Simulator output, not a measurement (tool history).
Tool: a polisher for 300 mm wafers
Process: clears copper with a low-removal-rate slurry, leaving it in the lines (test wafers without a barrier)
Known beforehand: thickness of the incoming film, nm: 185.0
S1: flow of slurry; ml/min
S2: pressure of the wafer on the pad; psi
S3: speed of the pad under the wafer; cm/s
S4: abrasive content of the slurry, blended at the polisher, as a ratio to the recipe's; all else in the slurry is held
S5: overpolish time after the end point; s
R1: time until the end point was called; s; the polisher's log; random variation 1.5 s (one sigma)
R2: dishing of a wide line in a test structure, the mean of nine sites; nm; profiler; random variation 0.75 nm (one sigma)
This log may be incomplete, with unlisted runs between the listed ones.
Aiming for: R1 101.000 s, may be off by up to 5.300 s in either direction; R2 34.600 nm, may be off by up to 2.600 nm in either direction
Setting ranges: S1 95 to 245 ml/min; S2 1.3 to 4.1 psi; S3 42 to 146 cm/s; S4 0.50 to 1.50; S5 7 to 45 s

run 1 hour=0.0 | S1=155 S2=2.7 S3=94 S4=1.00 S5=23 | R1=64.737 R2=39.290
run 2 hour=5.8 | S1=155 S2=2.4 S3=92 S4=1.00 S5=25 | R1=74.528 R2=36.793
run 3 hour=11.1 | S1=155 S2=2.2 S3=92 S4=1.00 S5=27 | R1=77.671 R2=38.616
run 4 hour=12.4 | S1=155 S2=2.0 S3=92 S4=1.00 S5=28 | R1=86.967 R2=35.691
run 5 hour=16.1 | S1=155 S2=2.0 S3=92 S4=1.15 S5=28 | R1=84.892 R2=35.849
run 6 hour=19.8 | S1=155 S2=2.0 S3=102 S4=1.15 S5=28 | R1=78.024 R2=40.059
run 7 hour=27.8 | S1=145 S2=1.3 S3=100 S4=1.15 S5=30 | R1=111.640 R2=28.488
run 8 hour=35.7 | S1=155 S2=1.3 S3=100 S4=1.15 S5=31 | R1=116.500 R2=30.834

4 next moves are on the table. One of them brings every result within its allowed miss. Which?
run A hour=43.6 | S1=175 S2=1.3 S3=104 S4=1.00 S5=34 | R1=? R2=?
run B hour=43.6 | S1=190 S2=1.4 S3=92 S4=1.25 S5=29 | R1=? R2=?
run C hour=43.6 | S1=165 S2=1.3 S3=112 S4=1.15 S5=32 | R1=? R2=?
run D hour=43.6 | S1=180 S2=1.6 S3=106 S4=1.00 S5=32 | R1=? R2=?

move=A R1=108.790 R2=33.390
move=B R1=109.700 R2=29.360
move=C R1=99.475 R2=34.143
move=D R1=88.969 R2=37.715
A: closer than the last run, but not yet in spec
B: closer than the last run, but not yet in spec
C: every result lands within tolerance
D: takes the result that was furthest off past its target
The move that meets every target is C.

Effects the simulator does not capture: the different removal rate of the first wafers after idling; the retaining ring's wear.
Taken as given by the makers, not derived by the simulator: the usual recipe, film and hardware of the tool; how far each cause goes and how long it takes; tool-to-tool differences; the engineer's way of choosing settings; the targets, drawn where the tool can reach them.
